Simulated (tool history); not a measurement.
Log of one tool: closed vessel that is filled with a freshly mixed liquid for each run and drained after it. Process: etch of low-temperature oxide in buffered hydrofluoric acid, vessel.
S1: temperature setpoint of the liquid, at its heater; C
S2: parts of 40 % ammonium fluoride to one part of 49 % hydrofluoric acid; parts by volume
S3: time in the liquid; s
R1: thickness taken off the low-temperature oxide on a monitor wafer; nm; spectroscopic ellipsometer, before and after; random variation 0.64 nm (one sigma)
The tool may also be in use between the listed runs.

{"run": 1, "hour": 0.0, "S1": 20.0, "S2": 22.0, "S3": 30, "R1": 76.601}
{"run": 2, "hour": 7.5, "S1": 18.5, "S2": 22.0, "S3": 30, "R1": 70.683}
{"run": 3, "hour": 10.6, "S1": 20.0, "S2": 22.0, "S3": 30, "R1": 75.863}
{"run": 4, "hour": 13.4, "S1": 21.0, "S2": 22.0, "S3": 30, "R1": 81.282}
{"run": 5, "hour": 20.5, "S1": 18.0, "S2": 22.0, "S3": 30, "R1": 67.478}
{"run": 6, "hour": 28.3, "S1": 19.0, "S2": 22.0, "S3": 30, "R1": 72.383}
{"run": 7, "hour": 34.5, "S1": 19.0, "S2": 22.0, "S3": 30, "R1": 71.769}

Run 8, settings as shown, results not yet in. Your forecast:
{"run": 8, "hour": 36.9, "S1": 20.0, "S2": 22.0, "S3": 30, "R1": "?"}

Run 8 gave R1 77.224 nm.

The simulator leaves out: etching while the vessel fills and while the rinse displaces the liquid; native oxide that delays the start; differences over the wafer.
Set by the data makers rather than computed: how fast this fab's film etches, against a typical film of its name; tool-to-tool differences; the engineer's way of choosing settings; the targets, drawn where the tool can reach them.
